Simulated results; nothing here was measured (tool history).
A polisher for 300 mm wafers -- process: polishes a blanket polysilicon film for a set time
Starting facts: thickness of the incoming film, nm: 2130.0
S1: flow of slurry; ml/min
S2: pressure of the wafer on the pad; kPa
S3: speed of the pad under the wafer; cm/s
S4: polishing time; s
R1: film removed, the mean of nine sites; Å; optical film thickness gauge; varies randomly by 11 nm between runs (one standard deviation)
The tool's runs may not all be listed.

{"run": 1, "hour": 0.0, "S1": 170, "S2": 24.1, "S3": 128, "S4": 39, "R1": 4339.0}
{"run": 2, "hour": 4.7, "S1": 170, "S2": 20.7, "S3": 128, "S4": 39, "R1": 3747.4}
{"run": 3, "hour": 9.9, "S1": 145, "S2": 20.7, "S3": 128, "S4": 39, "R1": 3661.9}
{"run": 4, "hour": 11.7, "S1": 145, "S2": 22.1, "S3": 128, "S4": 39, "R1": 3840.6}
{"run": 5, "hour": 19.7, "S1": 145, "S2": 22.1, "S3": 128, "S4": 36, "R1": 3551.7}
{"run": 6, "hour": 20.3, "S1": 170, "S2": 22.1, "S3": 128, "S4": 36, "R1": 3686.0}
{"run": 7, "hour": 23.7, "S1": 170, "S2": 23.4, "S3": 130, "S4": 36, "R1": 3884.9}
{"run": 8, "hour": 25.3, "S1": 170, "S2": 24.8, "S3": 132, "S4": 36, "R1": 4167.9}
{"run": 9, "hour": 31.8, "S1": 170, "S2": 26.2, "S3": 134, "S4": 36, "R1": 4425.9}
{"run": 10, "hour": 33.6, "S1": 170, "S2": 27.6, "S3": 136, "S4": 36, "R1": 4763.3}
{"run": 11, "hour": 36.2, "S1": 170, "S2": 28.3, "S3": 138, "S4": 36, "R1": 5036.3}
{"run": 12, "hour": 44.1, "S1": 175, "S2": 35.2, "S3": 144, "S4": 36, "R1": 6519.3}

Run 13, settings as shown, results not yet in. Your forecast:
{"run": 13, "hour": 51.3, "S1": 175, "S2": 35.2, "S3": 146, "S4": 36, "R1": "?"}

R1: 6540.5 Å
